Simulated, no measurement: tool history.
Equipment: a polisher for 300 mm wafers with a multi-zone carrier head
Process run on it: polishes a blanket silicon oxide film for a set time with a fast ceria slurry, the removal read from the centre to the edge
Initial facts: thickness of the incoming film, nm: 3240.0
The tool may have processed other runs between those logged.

run,hour,flow of slurry (ml/min),pressure of the head's centre zone,pressure of the head's middle zone,pressure of the head's edge zone,polishing time (s),film removed at the wafer's centre (Å),film removed at mid-radius (Å),film removed at the wafer's edge (Å)
1,0.0,170,1.00,1.00,1.00,85,10970,10556,10590
2,4.3,150,1.00,1.00,1.00,85,10542,10584,10528
3,6.6,150,1.00,1.00,0.97,85,10505,10415,10493
4,12.0,150,1.00,1.05,0.97,85,10707,10792,10253
5,16.5,150,0.96,1.05,0.97,85,10186,10836,10340
6,18.5,150,0.96,1.00,0.97,85,10215,10541,10498
7,22.0,160,0.98,0.99,0.99,87,10725,10551,10950
8,24.8,170,0.99,0.99,1.00,88,11149,10865,11239

Estimate the outcome of run 9 from the log above:
9,32.1,180,1.00,0.99,1.01,89,?,?,?

film removed at the wafer's centre (Å): 11590
film removed at mid-radius (Å): 11360
film removed at the wafer's edge (Å): 11373
